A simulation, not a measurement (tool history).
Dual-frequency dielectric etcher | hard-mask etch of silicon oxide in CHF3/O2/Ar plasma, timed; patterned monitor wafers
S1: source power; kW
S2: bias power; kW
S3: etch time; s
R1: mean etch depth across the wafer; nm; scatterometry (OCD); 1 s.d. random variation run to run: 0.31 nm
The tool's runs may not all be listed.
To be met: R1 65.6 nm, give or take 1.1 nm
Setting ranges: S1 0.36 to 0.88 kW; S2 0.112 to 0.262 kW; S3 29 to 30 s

| run | day | S1 | S2 | S3 | R1 |
|---|---|---|---|---|---|
| 1 | 0 | 0.62 | 0.187 | 29 | 55.062 |
| 2 | 0.058 | 0.62 | 0.21 | 29 | 57.072 |
| 3 | 0.142 | 0.62 | 0.21 | 30 | 58.845 |
| 4 | 0.346 | 0.57 | 0.21 | 30 | 56.299 |
| 5 | 0.492 | 0.61 | 0.211 | 30 | 58.556 |
| 6 | 0.75 | 0.51 | 0.211 | 30 | 53.816 |
| 7 | 0.938 | 0.56 | 0.213 | 30 | 56.784 |
| 8 | 1.267 | 0.6 | 0.215 | 30 | 58.346 |
| 9 | 1.492 | 0.63 | 0.216 | 30 | 60.174 |
| 10 | 1.55 | 0.65 | 0.217 | 30 | 60.905 |
| 11 | 1.679 | 0.67 | 0.218 | 30 | 62.179 |
| 12 | 1.842 | 0.69 | 0.219 | 30 | 63.279 |
| 13 | 1.908 | 0.7 | 0.219 | 30 | 63.508 |
| 14 | 2.242 | 0.71 | 0.219 | 30 | 63.922 |
| 15 | 2.425 | 0.72 | 0.219 | 30 | 64.098 |

Exercise: of the 4 proposed moves below, exactly one satisfies all targets within the stated allowed misses. Which move is it?
| A | 2.608 | 0.71 | 0.232 | 30 | ? |
| B | 2.608 | 0.72 | 0.208 | 29.5 | ? |
| C | 2.608 | 0.66 | 0.235 | 30 | ? |
| D | 2.608 | 0.64 | 0.238 | 29.5 | ? |

| move | R1 |
|---|---|
| A | 65.671 |
| B | 62.497 |
| C | 63.829 |
| D | 62.175 |
A: hits every target within its allowed miss
B: the biggest miss grows against the last run
C: the biggest miss grows against the last run
D: the biggest miss grows against the last run
Correct choice: A, which meets every target

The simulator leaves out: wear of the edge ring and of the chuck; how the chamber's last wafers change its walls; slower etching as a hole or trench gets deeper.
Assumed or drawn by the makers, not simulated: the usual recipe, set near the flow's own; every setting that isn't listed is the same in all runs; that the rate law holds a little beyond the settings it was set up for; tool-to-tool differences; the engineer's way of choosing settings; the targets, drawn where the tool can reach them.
